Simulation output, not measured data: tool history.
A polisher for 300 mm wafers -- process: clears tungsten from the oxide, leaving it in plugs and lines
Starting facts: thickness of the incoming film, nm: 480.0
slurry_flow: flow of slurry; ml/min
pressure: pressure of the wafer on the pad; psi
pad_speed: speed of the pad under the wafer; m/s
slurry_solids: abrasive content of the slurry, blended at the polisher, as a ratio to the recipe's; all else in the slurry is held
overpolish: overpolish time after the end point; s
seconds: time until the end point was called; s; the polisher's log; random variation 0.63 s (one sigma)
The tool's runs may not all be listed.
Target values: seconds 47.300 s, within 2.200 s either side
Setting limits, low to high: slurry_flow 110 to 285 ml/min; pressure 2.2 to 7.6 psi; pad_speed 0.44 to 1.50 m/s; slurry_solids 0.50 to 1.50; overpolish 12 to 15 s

run 1 hour=0.0 | slurry_flow=180 pressure=4.9 pad_speed=0.96 slurry_solids=1.00 overpolish=15 | seconds=76.718
run 2 hour=7.2 | slurry_flow=180 pressure=4.9 pad_speed=0.96 slurry_solids=1.00 overpolish=12 | seconds=73.734
run 3 hour=14.5 | slurry_flow=220 pressure=4.9 pad_speed=0.96 slurry_solids=1.00 overpolish=12 | seconds=72.230
run 4 hour=22.6 | slurry_flow=220 pressure=4.9 pad_speed=0.96 slurry_solids=0.90 overpolish=12 | seconds=74.034
run 5 hour=30.0 | slurry_flow=220 pressure=4.9 pad_speed=0.96 slurry_solids=0.90 overpolish=15 | seconds=74.453
run 6 hour=35.2 | slurry_flow=220 pressure=5.3 pad_speed=0.96 slurry_solids=0.90 overpolish=15 | seconds=68.882
run 7 hour=43.3 | slurry_flow=220 pressure=5.7 pad_speed=0.96 slurry_solids=0.90 overpolish=15 | seconds=63.668
run 8 hour=50.5 | slurry_flow=220 pressure=6.0 pad_speed=0.96 slurry_solids=0.90 overpolish=15 | seconds=61.487
run 9 hour=51.4 | slurry_flow=220 pressure=6.3 pad_speed=0.96 slurry_solids=0.90 overpolish=15 | seconds=58.614
-- hour=52.4 slurry tank refilled with fresh slurry and peroxide
run 10 hour=52.4 | slurry_flow=220 pressure=6.5 pad_speed=0.96 slurry_solids=0.90 overpolish=15 | seconds=50.808
run 11 hour=55.5 | slurry_flow=220 pressure=6.6 pad_speed=0.96 slurry_solids=0.90 overpolish=15 | seconds=50.123

Next run, 4 choices. One meets every target within its allowed miss, the rest don't. Which?
run A hour=58.6 | slurry_flow=235 pressure=6.1 pad_speed=0.92 slurry_solids=0.85 overpolish=14 | seconds=?
run B hour=58.6 | slurry_flow=185 pressure=6.0 pad_speed=1.16 slurry_solids=1.05 overpolish=12 | seconds=?
run C hour=58.6 | slurry_flow=270 pressure=5.5 pad_speed=0.98 slurry_solids=0.90 overpolish=12 | seconds=?
run D hour=58.6 | slurry_flow=190 pressure=5.9 pad_speed=1.00 slurry_solids=1.15 overpolish=13 | seconds=?

move=A seconds=55.777
move=B seconds=47.526
move=C seconds=57.468
move=D seconds=52.871
A: lands further from the targets than the last run did
B: all results land within tolerance of their targets
C: lands further from the targets than the last run did
D: lands further from the targets than the last run did
Move B is the one to make.

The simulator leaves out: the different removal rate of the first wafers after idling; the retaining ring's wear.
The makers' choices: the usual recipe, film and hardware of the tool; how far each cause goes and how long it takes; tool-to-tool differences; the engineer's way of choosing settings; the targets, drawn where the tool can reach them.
